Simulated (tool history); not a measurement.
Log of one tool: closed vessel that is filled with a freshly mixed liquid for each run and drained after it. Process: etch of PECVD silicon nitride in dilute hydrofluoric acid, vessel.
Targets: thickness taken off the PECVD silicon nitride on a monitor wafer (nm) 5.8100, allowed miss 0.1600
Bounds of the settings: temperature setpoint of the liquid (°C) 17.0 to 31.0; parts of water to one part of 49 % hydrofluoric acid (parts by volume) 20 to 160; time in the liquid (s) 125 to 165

run	hour	temperature setpoint of the liquid (°C)	parts of water to one part of 49 % hydrofluoric acid (parts by volume)	time in the liquid (s)	thickness taken off the PECVD silicon nitride on a monitor wafer (nm)
1	0.0	23.0	90	165	3.0562
2	8.0	24.5	90	165	3.3413
3	12.0	24.5	90	125	2.5633
4	17.8	26.0	70	125	3.5817
5	25.1	24.0	70	125	3.1573
6	31.6	26.0	60	125	4.2036
7	37.9	27.5	60	125	4.6310
8	45.9	28.5	60	125	4.9707
9	52.0	29.0	60	125	5.1323

5 next moves are on the table. One of them brings every result within its allowed miss. Which?
A	58.1	28.5	70	140	?
B	58.1	28.5	65	130	?
C	58.1	29.0	80	150	?
D	58.1	31.0	80	125	?
E	58.1	27.0	50	135	?

move	thickness taken off the PECVD silicon nitride on a monitor wafer (nm)
A	4.7883
B	4.7858
C	4.6380
D	4.3876
E	5.8395
A: further off than the last run
B: further off than the last run
C: further off than the last run
D: further off than the last run
E: meets every target
Answer: E
